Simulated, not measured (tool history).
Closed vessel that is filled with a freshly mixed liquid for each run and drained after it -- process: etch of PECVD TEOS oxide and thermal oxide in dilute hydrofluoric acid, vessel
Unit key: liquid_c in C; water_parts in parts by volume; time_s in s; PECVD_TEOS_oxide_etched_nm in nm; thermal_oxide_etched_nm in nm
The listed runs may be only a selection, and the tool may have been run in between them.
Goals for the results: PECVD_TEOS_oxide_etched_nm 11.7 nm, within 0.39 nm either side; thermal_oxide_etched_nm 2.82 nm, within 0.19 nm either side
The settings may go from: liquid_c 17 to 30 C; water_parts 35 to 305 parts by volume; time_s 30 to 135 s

run,hour,liquid_c,water_parts,time_s,PECVD_TEOS_oxide_etched_nm,thermal_oxide_etched_nm
1,0,22,170,70,6.9538,1.6491
2,5.5,20.5,170,70,6.6218,1.5843
3,6.5,22.5,160,70,7.6611,1.8708
4,10.7,24,150,70,8.7522,2.0798
5,13.8,22.5,150,70,8.4913,2.0419
6,16.7,24.5,145,70,9.4796,2.2216
7,19.8,25.5,140,70,10.069,2.4046
8,26.3,26.5,140,70,10.52,2.5589
9,31.9,27,140,70,10.782,2.586
10,38.9,27.5,140,70,10.669,2.6382

Next run, 4 choices. One meets every target within its allowed miss, the rest don't. Which?
A,45.9,28.5,135,60,?,?
B,45.9,26.5,125,75,?,?
C,45.9,29.5,150,75,?,?
D,45.9,28,150,70,?,?

move,PECVD_TEOS_oxide_etched_nm,thermal_oxide_etched_nm
A,9.9676,2.4985
B,12.645,3.1697
C,11.407,2.8594
D,10.081,2.5269
A: further off than the last run
B: the result that was furthest off in the last run now lies on the other side of its target
C: all results land within tolerance of their targets
D: further off than the last run
Go with C: it meets all targets.

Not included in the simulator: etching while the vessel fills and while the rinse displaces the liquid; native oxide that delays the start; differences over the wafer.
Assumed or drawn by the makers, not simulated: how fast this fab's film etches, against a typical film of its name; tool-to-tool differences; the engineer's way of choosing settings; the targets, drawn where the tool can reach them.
